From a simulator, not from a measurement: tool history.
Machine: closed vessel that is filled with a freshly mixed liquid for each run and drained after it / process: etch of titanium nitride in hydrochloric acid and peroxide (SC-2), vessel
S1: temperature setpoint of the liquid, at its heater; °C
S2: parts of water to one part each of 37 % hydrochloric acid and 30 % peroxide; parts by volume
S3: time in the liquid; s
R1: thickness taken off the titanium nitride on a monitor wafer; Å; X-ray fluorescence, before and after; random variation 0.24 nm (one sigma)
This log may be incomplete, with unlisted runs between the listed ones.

Run 1, hour 0.0: S1 65.0 °C, S2 11 parts by volume, S3 775 s. Result: R1 448.27 Å.
Run 2, hour 2.8: S1 66.0 °C, S2 11 parts by volume, S3 775 s. Result: R1 479.34 Å.
Run 3, hour 9.8: S1 63.0 °C, S2 11 parts by volume, S3 775 s. Result: R1 401.28 Å.
Run 4, hour 15.9: S1 64.5 °C, S2 11 parts by volume, S3 775 s. Result: R1 437.56 Å.
Run 5, hour 21.9: S1 65.5 °C, S2 11 parts by volume, S3 775 s. Result: R1 460.53 Å.
Run 6, hour 24.6: S1 65.5 °C, S2 11 parts by volume, S3 835 s. Result: R1 502.40 Å.
Run 7, hour 29.1: S1 66.0 °C, S2 11 parts by volume, S3 835 s. Result: R1 516.67 Å.

Forecast run 8:
Run 8, hour 30.9: S1 68.5 °C, S2 11 parts by volume, S3 835 s. Result: R1 ?.

{"run 8": {"R1": 602.18}}

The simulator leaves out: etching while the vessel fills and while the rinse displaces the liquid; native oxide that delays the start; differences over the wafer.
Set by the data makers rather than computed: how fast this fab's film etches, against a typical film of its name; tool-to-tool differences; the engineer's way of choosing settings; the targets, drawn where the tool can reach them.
